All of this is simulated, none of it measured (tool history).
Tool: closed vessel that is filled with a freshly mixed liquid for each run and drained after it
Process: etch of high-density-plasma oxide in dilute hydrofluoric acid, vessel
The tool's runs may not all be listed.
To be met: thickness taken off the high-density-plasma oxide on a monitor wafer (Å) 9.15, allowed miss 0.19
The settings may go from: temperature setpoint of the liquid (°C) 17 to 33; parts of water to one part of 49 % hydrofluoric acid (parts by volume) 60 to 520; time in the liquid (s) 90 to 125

run,day,temperature setpoint of the liquid (°C),parts of water to one part of 49 % hydrofluoric acid (parts by volume),time in the liquid (s),thickness taken off the high-density-plasma oxide on a monitor wafer (Å)
1,0,25,290,125,20.268
2,0.183,25,290,125,19.876
3,0.362,25,290,125,20.312
4,0.562,22.5,330,125,15.652
5,0.746,22.5,385,125,12.737
6,1.042,21,400,125,11.513
7,1.25,20,410,125,10.735
8,1.517,20,410,125,10.784

4 next moves are on the table. One of them brings every result within its allowed miss. Which?
A,1.783,19,375,125,?
B,1.783,18.5,325,125,?
C,1.783,18.5,420,125,?
D,1.783,21,475,125,?

move,thickness taken off the high-density-plasma oxide on a monitor wafer (Å)
A,11.766
B,13.902
C,9.9539
D,9.1728
A: further off than the last run
B: further off than the last run
C: nearer than the last run, and not there yet
D: meets every target
Move D is the one to make.
